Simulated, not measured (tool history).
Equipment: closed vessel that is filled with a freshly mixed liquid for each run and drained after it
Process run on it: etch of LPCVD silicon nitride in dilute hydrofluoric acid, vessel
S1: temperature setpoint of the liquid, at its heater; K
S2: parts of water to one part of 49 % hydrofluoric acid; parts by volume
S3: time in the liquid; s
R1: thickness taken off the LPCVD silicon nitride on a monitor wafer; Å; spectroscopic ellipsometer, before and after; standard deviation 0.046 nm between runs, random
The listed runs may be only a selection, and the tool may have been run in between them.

run  hour      S1  S2    S3      R1
  1     0  297.15  75  2780  190.08
  2   5.3  295.65  75  2780  171.63
  3   9.1  295.65  75  2780   171.9
  4  17.5  298.15  75  2780  204.13
  5  26.2  298.15  75  2780  204.33
  6  35.6  298.15  75  2990  217.95
       42  -- hydrofluoric acid flow meter replaced
  7    42  295.65  75  2990  168.87

Expected results for the next run?
  8  43.8  293.65  75  2990   ?

{"run 8": {"R1": 147.15}}
